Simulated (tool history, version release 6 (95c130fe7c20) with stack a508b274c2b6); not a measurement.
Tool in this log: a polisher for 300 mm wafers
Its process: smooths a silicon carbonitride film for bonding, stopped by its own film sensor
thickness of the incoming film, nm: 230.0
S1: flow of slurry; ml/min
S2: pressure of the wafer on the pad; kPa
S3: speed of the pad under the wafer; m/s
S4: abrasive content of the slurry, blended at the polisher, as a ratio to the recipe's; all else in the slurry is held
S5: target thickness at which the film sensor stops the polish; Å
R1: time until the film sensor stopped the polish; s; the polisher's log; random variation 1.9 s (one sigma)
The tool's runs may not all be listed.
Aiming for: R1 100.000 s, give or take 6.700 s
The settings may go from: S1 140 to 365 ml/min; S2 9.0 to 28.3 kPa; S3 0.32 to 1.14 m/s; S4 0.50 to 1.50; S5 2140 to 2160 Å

run	day	S1	S2	S3	S4	S5	R1
1	0.000	235	18.6	0.72	1.00	2140	55.767
2	0.092	235	16.5	0.70	1.00	2140	63.576
3	0.433	235	15.2	0.68	1.00	2140	73.844
4	0.612	235	14.5	0.68	1.00	2140	77.557
5	0.667	235	13.8	0.68	1.00	2140	80.977
6	0.888	235	13.1	0.68	1.00	2140	85.112
7	0.950	235	13.1	0.68	1.00	2140	82.847
8	1.267	235	13.1	0.68	1.00	2140	84.541
9	1.433	235	12.4	0.68	1.00	2140	87.410
10	1.638	235	9.7	0.66	1.00	2140	110.300
11	1.850	235	10.3	0.66	1.00	2140	109.040

Below are 4 possible settings for the next run. Only one of them brings all results inside the allowed miss of their targets. Which is it?
A	2.062	225	10.3	0.58	0.95	2140	?
B	2.062	235	11.0	0.64	1.15	2140	?
C	2.062	300	9.7	0.62	1.00	2140	?
D	2.062	240	11.7	0.76	1.10	2140	?

move	R1
A	120.250
B	98.413
C	117.260
D	82.576
A: lands further from the targets than the last run did
B: hits every target within its allowed miss
C: lands further from the targets than the last run did
D: carries the result that was furthest off beyond its target, to the other side
Move B is the one to make.
